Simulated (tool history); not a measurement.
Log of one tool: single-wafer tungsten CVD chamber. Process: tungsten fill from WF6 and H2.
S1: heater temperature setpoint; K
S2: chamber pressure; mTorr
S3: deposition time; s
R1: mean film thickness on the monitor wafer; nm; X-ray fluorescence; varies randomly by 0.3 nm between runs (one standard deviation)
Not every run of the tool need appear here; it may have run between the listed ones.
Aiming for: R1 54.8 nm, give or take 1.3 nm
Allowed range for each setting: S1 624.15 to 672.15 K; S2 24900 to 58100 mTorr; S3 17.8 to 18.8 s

| run | hour | S1 | S2 | S3 | R1 |
|---|---|---|---|---|---|
| 1 | 0 | 648.15 | 41500 | 18.8 | 35.45 |
| 2 | 7.5 | 655.15 | 41800 | 18.8 | 40.694 |
| 3 | 9 | 655.15 | 48300 | 18.8 | 43.205 |
| 4 | 12.7 | 655.15 | 48300 | 18.8 | 42.906 |
| 5 | 21.2 | 655.15 | 45100 | 18.8 | 42.271 |
| 6 | 29.8 | 655.15 | 49700 | 18.8 | 43.724 |
| 7 | 34.5 | 655.15 | 49700 | 18.8 | 43.689 |
| 8 | 38.8 | 659.15 | 49900 | 18.8 | 46.411 |
|  | 40.6 | capacitance manometer re-zeroed and calibrated |
| 9 | 40.6 | 662.15 | 50100 | 18.8 | 50.171 |

Consider the 5 candidate settings below. Which is the only one whose results all fall within their allowed miss of target?
| A | 42.4 | 660.15 | 52000 | 17.8 | ? |
| B | 42.4 | 653.15 | 53300 | 17.8 | ? |
| C | 42.4 | 659.15 | 49400 | 18.8 | ? |
| D | 42.4 | 668.15 | 51200 | 18.3 | ? |
| E | 42.4 | 659.15 | 46100 | 17.8 | ? |

| move | R1 |
|---|---|
| A | 46.469 |
| B | 41.499 |
| C | 47.212 |
| D | 54.428 |
| E | 43.415 |
A: further off than the last run
B: further off than the last run
C: further off than the last run
D: every result lands within tolerance
E: further off than the last run
Go with D: it meets all targets.
